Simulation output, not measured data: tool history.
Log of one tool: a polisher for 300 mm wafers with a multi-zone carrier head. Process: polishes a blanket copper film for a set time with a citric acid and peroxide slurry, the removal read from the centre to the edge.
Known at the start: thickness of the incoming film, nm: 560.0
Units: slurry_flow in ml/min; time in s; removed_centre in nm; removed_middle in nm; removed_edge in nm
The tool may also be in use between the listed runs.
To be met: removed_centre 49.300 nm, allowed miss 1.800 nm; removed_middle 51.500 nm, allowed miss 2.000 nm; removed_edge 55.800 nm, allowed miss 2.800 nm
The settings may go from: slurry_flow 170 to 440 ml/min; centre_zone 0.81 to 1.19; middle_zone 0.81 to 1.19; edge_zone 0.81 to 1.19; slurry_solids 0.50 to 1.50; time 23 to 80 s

run	hour	slurry_flow	centre_zone	middle_zone	edge_zone	slurry_solids	time	removed_centre	removed_middle	removed_edge
1	0.0	280	1.00	1.00	1.00	1.00	51	115.630	121.690	123.130
2	5.2	280	0.92	1.00	1.00	1.00	51	106.830	120.100	120.940
3	10.3	255	0.90	0.96	0.96	0.85	43	85.838	94.964	99.501
4	18.8	255	0.90	0.90	0.96	0.85	43	86.600	88.469	96.722
5	25.5	255	0.95	0.90	0.96	0.85	43	88.933	91.241	98.665
6	26.2	230	0.93	0.88	0.92	0.75	37	72.695	73.009	82.002
7	31.9	235	0.93	0.89	0.89	0.70	33	63.995	65.950	70.883
8	37.2	235	0.92	0.88	0.87	0.65	31	59.525	60.418	64.748

Which of these 4 next moves meets every target?
A	42.5	270	0.92	0.92	0.97	0.55	26	?	?	?
B	42.5	195	0.94	0.81	0.99	0.55	26	?	?	?
C	42.5	265	0.93	0.84	0.83	0.70	27	?	?	?
D	42.5	170	0.81	0.98	1.07	0.75	31	?	?	?

move	removed_centre	removed_middle	removed_edge
A	50.073	51.703	56.048
B	49.362	45.193	55.412
C	54.603	51.839	56.669
D	53.652	65.706	71.410
A: meets every target
B: brings the result that was furthest off to its target, and leaves another outside
C: nearer than the last run, and not there yet
D: further off than the last run
Move A is the one to make.
